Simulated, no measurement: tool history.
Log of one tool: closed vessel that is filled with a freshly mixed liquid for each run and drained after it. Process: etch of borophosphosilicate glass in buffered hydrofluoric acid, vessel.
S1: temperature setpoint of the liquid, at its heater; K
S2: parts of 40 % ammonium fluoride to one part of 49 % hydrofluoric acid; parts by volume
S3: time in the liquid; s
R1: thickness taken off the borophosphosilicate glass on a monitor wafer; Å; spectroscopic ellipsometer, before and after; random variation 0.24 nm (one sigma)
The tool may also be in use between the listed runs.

run 1 day=0.000 | S1=296.15 S2=16.0 S3=35 | R1=390.09
run 2 day=0.071 | S1=296.15 S2=16.0 S3=35 | R1=394.26
run 3 day=0.196 | S1=295.15 S2=16.5 S3=35 | R1=361.06
run 4 day=0.333 | S1=294.15 S2=17.0 S3=35 | R1=330.17
run 5 day=0.417 | S1=293.65 S2=17.0 S3=35 | R1=320.22
run 6 day=0.696 | S1=293.15 S2=17.0 S3=35 | R1=318.31

Run 7 comes next. What will it give?
run 7 day=1.025 | S1=292.65 S2=17.0 S3=35 | R1=?

R1: 304.31 Å

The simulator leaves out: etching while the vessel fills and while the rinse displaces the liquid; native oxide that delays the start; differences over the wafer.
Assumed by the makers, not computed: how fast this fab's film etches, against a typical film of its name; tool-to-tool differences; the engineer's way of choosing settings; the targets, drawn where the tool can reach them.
